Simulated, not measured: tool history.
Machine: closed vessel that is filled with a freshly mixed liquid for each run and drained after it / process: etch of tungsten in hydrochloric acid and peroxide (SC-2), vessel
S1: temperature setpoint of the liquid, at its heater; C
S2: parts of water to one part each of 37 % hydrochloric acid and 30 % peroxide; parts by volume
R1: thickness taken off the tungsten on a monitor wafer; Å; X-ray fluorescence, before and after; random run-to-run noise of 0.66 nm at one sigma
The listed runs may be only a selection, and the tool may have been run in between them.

Run 1, hour 0: S1 62 C, S2 10 parts by volume, time in the liquid (s) 115. Result: R1 595.82 Å.
Run 2, hour 4.4: S1 56.5 C, S2 10 parts by volume, time in the liquid (s) 115. Result: R1 421.41 Å.
Run 3, hour 9: S1 56.5 C, S2 10 parts by volume, time in the liquid (s) 115. Result: R1 419.94 Å.
Run 4, hour 16.4: S1 56.5 C, S2 10 parts by volume, time in the liquid (s) 125. Result: R1 458.22 Å.
Run 5, hour 19.1: S1 60 C, S2 9.5 parts by volume, time in the liquid (s) 125. Result: R1 593.68 Å.
Run 6, hour 22.6: S1 62.5 C, S2 9 parts by volume, time in the liquid (s) 125. Result: R1 728.23 Å.
Run 7, hour 31.5: S1 64.5 C, S2 8.5 parts by volume, time in the liquid (s) 125. Result: R1 860.96 Å.
Run 8, hour 36.1: S1 66 C, S2 8 parts by volume, time in the liquid (s) 125. Result: R1 992.51 Å.
Run 9, hour 43.4: S1 67.5 C, S2 8 parts by volume, time in the liquid (s) 125. Result: R1 1084.2 Å.
Run 10, hour 46.9: S1 68.5 C, S2 8 parts by volume, time in the liquid (s) 125. Result: R1 1142.7 Å.
Run 11, hour 53.8: S1 69 C, S2 7.5 parts by volume, time in the liquid (s) 125. Result: R1 1246.1 Å.
Run 12, hour 62.4: S1 69.5 C, S2 7.5 parts by volume, time in the liquid (s) 125. Result: R1 1280.2 Å.
Run 13, hour 66.2: S1 70 C, S2 7.5 parts by volume, time in the liquid (s) 125. Result: R1 1315.8 Å.
Run 14, hour 73.4: S1 70.5 C, S2 7.5 parts by volume, time in the liquid (s) 125. Result: R1 1357.5 Å.
Run 15, hour 76.1: S1 71 C, S2 7.5 parts by volume, time in the liquid (s) 125. Result: R1 1390.3 Å.

What will run 16 give?
Run 16, hour 79.2: S1 71.5 C, S2 7 parts by volume, time in the liquid (s) 125. Result: R1 ?.

R1: 1522.6 Å

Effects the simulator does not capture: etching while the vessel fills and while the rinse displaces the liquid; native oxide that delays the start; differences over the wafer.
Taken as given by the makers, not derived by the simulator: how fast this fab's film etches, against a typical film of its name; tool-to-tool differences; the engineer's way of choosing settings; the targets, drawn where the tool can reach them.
